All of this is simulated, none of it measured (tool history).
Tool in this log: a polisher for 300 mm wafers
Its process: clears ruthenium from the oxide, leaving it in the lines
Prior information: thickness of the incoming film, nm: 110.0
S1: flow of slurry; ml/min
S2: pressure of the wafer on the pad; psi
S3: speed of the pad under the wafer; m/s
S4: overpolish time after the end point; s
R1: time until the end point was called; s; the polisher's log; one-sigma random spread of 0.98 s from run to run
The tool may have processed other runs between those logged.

run 1 hour=0 | S1=165 S2=2.4 S3=1.12 S4=8 | R1=84.587
run 2 hour=7.3 | S1=165 S2=2.5 S3=1.12 S4=8 | R1=81.944
run 3 hour=15.5 | S1=165 S2=2.6 S3=1.12 S4=8 | R1=81.798
run 4 hour=20 | S1=165 S2=3 S3=1.12 S4=8 | R1=66.823
run 5 hour=22.2 | S1=165 S2=3 S3=1.36 S4=8 | R1=56.779
run 6 hour=24.7 | S1=165 S2=3 S3=1.62 S4=8 | R1=46.739
run 7 hour=29.2 | S1=165 S2=2.9 S3=1.62 S4=8 | R1=51.333
run 8 hour=34.8 | S1=165 S2=2.8 S3=1.62 S4=8 | R1=50.943

What will run 9 give?
run 9 hour=39.9 | S1=160 S2=2.2 S3=1.56 S4=8 | R1=?

{"run 9": {"R1": 67.847}}
